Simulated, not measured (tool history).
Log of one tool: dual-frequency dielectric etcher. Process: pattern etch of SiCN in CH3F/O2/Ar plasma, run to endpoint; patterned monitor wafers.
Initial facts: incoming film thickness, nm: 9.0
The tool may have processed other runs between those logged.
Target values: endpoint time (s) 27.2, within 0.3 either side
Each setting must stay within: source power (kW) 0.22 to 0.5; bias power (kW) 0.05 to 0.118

run,hour,source power (kW),bias power (kW),endpoint time (s)
1,0,0.36,0.084,23.904
2,6.2,0.34,0.084,24.679
3,9.8,0.4,0.084,22.792
4,15.9,0.37,0.084,23.565
5,20.3,0.35,0.084,24.198
# hour 25.1: wet clean of the chamber
6,25.1,0.4,0.084,23.438
7,26.5,0.37,0.082,24.43
8,29,0.35,0.082,25.027
9,31.1,0.34,0.082,25.496
10,32.8,0.28,0.081,28.165
11,35.3,0.29,0.081,27.671
12,36.5,0.31,0.081,26.763

4 next moves are on the table. One of them brings every result within its allowed miss. Which?
A,37.7,0.34,0.076,?
B,37.7,0.32,0.079,?
C,37.7,0.35,0.071,?
D,37.7,0.29,0.085,?

move,endpoint time (s)
A,26.046
B,26.418
C,26.37
D,26.937
A: lands further from the targets than the last run did
B: lands further from the targets than the last run did
C: lands further from the targets than the last run did
D: every result lands within tolerance
Move D is the one to make.
